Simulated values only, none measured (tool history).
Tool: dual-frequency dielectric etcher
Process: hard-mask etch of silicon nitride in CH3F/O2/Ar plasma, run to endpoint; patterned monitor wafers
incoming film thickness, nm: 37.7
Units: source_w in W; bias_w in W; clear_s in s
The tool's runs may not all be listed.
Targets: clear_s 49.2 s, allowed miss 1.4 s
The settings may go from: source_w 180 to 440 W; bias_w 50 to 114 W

{"run": 1, "day": 0.0, "source_w": 310, "bias_w": 82, "clear_s": 56.635}
{"run": 2, "day": 0.171, "source_w": 310, "bias_w": 87, "clear_s": 55.706}
{"run": 3, "day": 0.271, "source_w": 330, "bias_w": 89, "clear_s": 54.152}
{"run": 4, "day": 0.321, "source_w": 350, "bias_w": 91, "clear_s": 52.561}
{"run": 5, "day": 0.542, "source_w": 350, "bias_w": 78, "clear_s": 55.343}
{"run": 6, "day": 0.9, "source_w": 370, "bias_w": 81, "clear_s": 53.005}
{"run": 7, "day": 1.275, "source_w": 380, "bias_w": 82, "clear_s": 52.926}
{"run": 8, "day": 1.45, "source_w": 390, "bias_w": 84, "clear_s": 51.709}
{"run": 9, "day": 1.625, "source_w": 400, "bias_w": 85, "clear_s": 50.796}

Which of these 5 next moves meets every target?
{"run": "A", "day": 1.8, "source_w": 370, "bias_w": 87, "clear_s": "?"}
{"run": "B", "day": 1.8, "source_w": 440, "bias_w": 83, "clear_s": "?"}
{"run": "C", "day": 1.8, "source_w": 440, "bias_w": 97, "clear_s": "?"}
{"run": "D", "day": 1.8, "source_w": 440, "bias_w": 107, "clear_s": "?"}
{"run": "E", "day": 1.8, "source_w": 400, "bias_w": 80, "clear_s": "?"}

move=A clear_s=52.844
move=B clear_s=50.14
move=C clear_s=47.536
move=D clear_s=45.923
move=E clear_s=52.717
A: further off than the last run
B: meets every target
C: takes the result that was furthest off past its target
D: takes the result that was furthest off past its target
E: further off than the last run
The right move is B.
